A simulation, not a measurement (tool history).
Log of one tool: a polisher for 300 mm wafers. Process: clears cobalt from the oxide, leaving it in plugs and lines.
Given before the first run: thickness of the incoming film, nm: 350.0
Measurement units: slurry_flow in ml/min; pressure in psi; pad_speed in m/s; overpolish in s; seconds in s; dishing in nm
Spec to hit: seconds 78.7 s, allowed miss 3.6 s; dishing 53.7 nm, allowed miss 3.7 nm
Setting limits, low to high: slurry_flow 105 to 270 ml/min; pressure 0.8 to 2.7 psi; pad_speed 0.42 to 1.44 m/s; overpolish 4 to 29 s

run  hour  slurry_flow  pressure  pad_speed  overpolish  seconds  dishing
  1     0          175       1.7       0.92          15   99.093    42.64
  2   7.3          175       1.7       0.92          10   99.638   31.208
  3   9.3          175       1.8       0.92          12   96.656   37.073
  4  12.6          175       1.8       0.92          15   95.904   44.871
  5  21.3          175       1.5       0.92          15   106.13   39.926
  6  29.5          200       1.5       0.92          15    103.6   42.703
  7  31.5          210       1.6       0.92          15   101.82   43.778
  8  38.1          210       1.8       0.92          15     91.9   45.114
  9  46.9          210       1.9       0.92          15   90.903    45.88
 10  50.8          210         2       0.92          15   89.135   47.182
 11  54.1          210       2.1       0.92          15   83.359    49.57
 12  56.3          210       2.2       0.92          15   80.566   49.793

4 next moves are on the table. One of them brings every result within its allowed miss. Which?
  A  58.5          210       2.3       0.92          19        ?        ?
  B  58.5          240       2.3       0.92          16        ?        ?
  C  58.5          235       2.3       0.92          12        ?        ?
  D  58.5          225       2.3       1.02          14        ?        ?

move  seconds  dishing
   A   78.137   60.053
   B   76.827   54.093
   C   77.019   43.742
   D   70.048    52.53
A: moves the result that the last run missed by most past its target, out the other side
B: each result inside its tolerance
C: lands further from the targets than the last run did
D: brings the last run's worst result on target, with another outside its allowed miss
The right move is B.
